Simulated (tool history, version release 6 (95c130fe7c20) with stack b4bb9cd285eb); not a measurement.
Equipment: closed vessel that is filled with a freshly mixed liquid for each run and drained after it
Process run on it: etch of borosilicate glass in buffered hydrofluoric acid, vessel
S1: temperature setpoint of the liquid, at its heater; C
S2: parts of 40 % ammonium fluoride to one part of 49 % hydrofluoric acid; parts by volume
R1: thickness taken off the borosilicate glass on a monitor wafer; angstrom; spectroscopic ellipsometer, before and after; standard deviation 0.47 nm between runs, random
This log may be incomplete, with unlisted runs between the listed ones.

Run 1, hour 0: S1 21 C, S2 10.5 parts by volume, time in the liquid (s) 95. Result: R1 962.7 angstrom.
Run 2, hour 4.6: S1 20 C, S2 12 parts by volume, time in the liquid (s) 95. Result: R1 803.69 angstrom.
Run 3, hour 12: S1 20 C, S2 13 parts by volume, time in the liquid (s) 95. Result: R1 734.67 angstrom.
Run 4, hour 20.7: S1 19.5 C, S2 13.5 parts by volume, time in the liquid (s) 95. Result: R1 692.93 angstrom.
At hour 29: thermometer replaced.
Run 5, hour 29: S1 19 C, S2 14 parts by volume, time in the liquid (s) 95. Result: R1 584.14 angstrom.
Run 6, hour 33: S1 18.5 C, S2 14 parts by volume, time in the liquid (s) 95. Result: R1 566.96 angstrom.

For run 7, what comes out?
Run 7, hour 34.5: S1 18 C, S2 14 parts by volume, time in the liquid (s) 95. Result: R1 ?.

{"run 7": {"R1": 559.65}}
